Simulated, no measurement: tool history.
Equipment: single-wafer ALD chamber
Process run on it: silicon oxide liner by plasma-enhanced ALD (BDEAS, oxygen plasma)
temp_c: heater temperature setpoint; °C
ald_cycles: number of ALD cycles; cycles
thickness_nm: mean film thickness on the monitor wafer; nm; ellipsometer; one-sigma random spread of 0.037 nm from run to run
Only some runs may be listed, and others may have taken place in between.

run 1 hour=0 | temp_c=315 ald_cycles=64 | thickness_nm=6.0814
run 2 hour=2.2 | temp_c=315 ald_cycles=66 | thickness_nm=6.2666
run 3 hour=10.4 | temp_c=315 ald_cycles=57 | thickness_nm=5.4057
run 4 hour=16.4 | temp_c=320 ald_cycles=57 | thickness_nm=5.3723
run 5 hour=21.6 | temp_c=320 ald_cycles=49 | thickness_nm=4.6503
run 6 hour=26.3 | temp_c=319 ald_cycles=55 | thickness_nm=5.1902
run 7 hour=27.3 | temp_c=318 ald_cycles=59 | thickness_nm=5.6022

For run 8, what comes out?
-- hour=32.6 thermocouple changed; heater temperature recalibrated
run 8 hour=32.6 | temp_c=318 ald_cycles=62 | thickness_nm=?

Run 8 gave thickness_nm 5.9604 nm.
